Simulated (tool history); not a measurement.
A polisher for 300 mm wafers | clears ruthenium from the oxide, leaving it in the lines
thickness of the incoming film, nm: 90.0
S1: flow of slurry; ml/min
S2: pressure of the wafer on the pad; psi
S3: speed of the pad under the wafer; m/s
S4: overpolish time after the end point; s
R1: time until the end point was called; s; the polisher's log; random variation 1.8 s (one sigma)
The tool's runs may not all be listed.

Run 1, hour 0: S1 275 ml/min, S2 2.2 psi, S3 0.78 m/s, S4 4 s. Result: R1 85.287 s.
Run 2, hour 2.2: S1 275 ml/min, S2 2.2 psi, S3 0.78 m/s, S4 4 s. Result: R1 86.6 s.
Run 3, hour 4.6: S1 235 ml/min, S2 2.2 psi, S3 0.78 m/s, S4 4 s. Result: R1 89.239 s.
Run 4, hour 8.8: S1 235 ml/min, S2 2.2 psi, S3 0.78 m/s, S4 4 s. Result: R1 89.806 s.
Run 5, hour 14.7: S1 235 ml/min, S2 2.6 psi, S3 0.78 m/s, S4 4 s. Result: R1 75.581 s.
Run 6, hour 21.2: S1 230 ml/min, S2 2.3 psi, S3 0.78 m/s, S4 4 s. Result: R1 81.787 s.

The next listed run, before its measurement:
Run 7, hour 28.8: S1 230 ml/min, S2 2 psi, S3 0.78 m/s, S4 4 s. Result: R1 ?.

Run 7 gave R1 98.897 s.
